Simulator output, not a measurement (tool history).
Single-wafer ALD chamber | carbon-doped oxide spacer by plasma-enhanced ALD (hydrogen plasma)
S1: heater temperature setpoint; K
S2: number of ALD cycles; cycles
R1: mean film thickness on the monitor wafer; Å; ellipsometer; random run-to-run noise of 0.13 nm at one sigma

run	hour	S1	S2	R1
1	0	658.15	423	195.18
2	5.4	649.15	423	194.66
3	12.8	639.15	423	196.29
4	21.3	639.15	429	197.6
5	23.8	639.15	435	199.03
6	25.6	639.15	441	202.24
7	32.6	639.15	446	203.26
8	39.9	639.15	451	206.62
9	41.2	639.15	455	208.71
10	49.4	639.15	458	208.79
11	55.5	639.15	461	211.62
12	58.8	639.15	463	213
13	62	639.15	465	215.75

Forecast run 14:
14	70	639.15	466	?

R1: 213.4 Å
